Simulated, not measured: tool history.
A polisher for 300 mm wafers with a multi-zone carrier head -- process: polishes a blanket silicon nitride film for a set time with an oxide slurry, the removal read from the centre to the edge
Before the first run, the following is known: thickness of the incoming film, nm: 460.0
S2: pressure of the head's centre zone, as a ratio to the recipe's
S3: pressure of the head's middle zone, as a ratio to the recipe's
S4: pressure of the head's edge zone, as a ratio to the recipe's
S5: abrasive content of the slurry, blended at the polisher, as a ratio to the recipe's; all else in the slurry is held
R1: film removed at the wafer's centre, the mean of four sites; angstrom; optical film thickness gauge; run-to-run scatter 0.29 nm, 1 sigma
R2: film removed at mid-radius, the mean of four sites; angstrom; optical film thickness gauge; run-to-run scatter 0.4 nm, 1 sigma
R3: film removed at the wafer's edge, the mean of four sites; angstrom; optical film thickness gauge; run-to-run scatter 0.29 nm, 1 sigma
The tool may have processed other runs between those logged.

Run 1, hour 0.0: flow of slurry (ml/min) 285, S2 1.00, S3 1.00, S4 1.00, S5 1.00, polishing time (s) 47. Result: R1 248.03 angstrom, R2 240.26 angstrom, R3 242.38 angstrom.
Run 2, hour 6.2: flow of slurry (ml/min) 295, S2 1.04, S3 1.04, S4 1.02, S5 1.10, polishing time (s) 47. Result: R1 274.46 angstrom, R2 266.72 angstrom, R3 260.85 angstrom.
Run 3, hour 10.6: flow of slurry (ml/min) 305, S2 1.07, S3 1.06, S4 1.04, S5 1.15, polishing time (s) 47. Result: R1 291.87 angstrom, R2 273.21 angstrom, R3 267.09 angstrom.
Run 4, hour 13.3: flow of slurry (ml/min) 310, S2 1.09, S3 1.08, S4 1.05, S5 1.20, polishing time (s) 47. Result: R1 300.91 angstrom, R2 284.65 angstrom, R3 277.16 angstrom.
Run 5, hour 18.4: flow of slurry (ml/min) 310, S2 1.09, S3 1.08, S4 1.05, S5 1.20, polishing time (s) 38. Result: R1 241.88 angstrom, R2 230.59 angstrom, R3 219.93 angstrom.
Run 6, hour 25.7: flow of slurry (ml/min) 320, S2 1.11, S3 1.10, S4 1.06, S5 1.25, polishing time (s) 40. Result: R1 266.83 angstrom, R2 252.01 angstrom, R3 243.08 angstrom.
Run 7, hour 34.0: flow of slurry (ml/min) 330, S2 1.13, S3 1.12, S4 1.05, S5 1.30, polishing time (s) 42. Result: R1 291.76 angstrom, R2 272.11 angstrom, R3 253.41 angstrom.

What will run 8 give?
Run 8, hour 40.4: flow of slurry (ml/min) 350, S2 1.17, S3 1.19, S4 1.15, S5 1.50, polishing time (s) 50. Result: R1 ?, R2 ?, R3 ?.

Logged for run 8: R1 388.90 angstrom, R2 363.88 angstrom, R3 338.45 angstrom.

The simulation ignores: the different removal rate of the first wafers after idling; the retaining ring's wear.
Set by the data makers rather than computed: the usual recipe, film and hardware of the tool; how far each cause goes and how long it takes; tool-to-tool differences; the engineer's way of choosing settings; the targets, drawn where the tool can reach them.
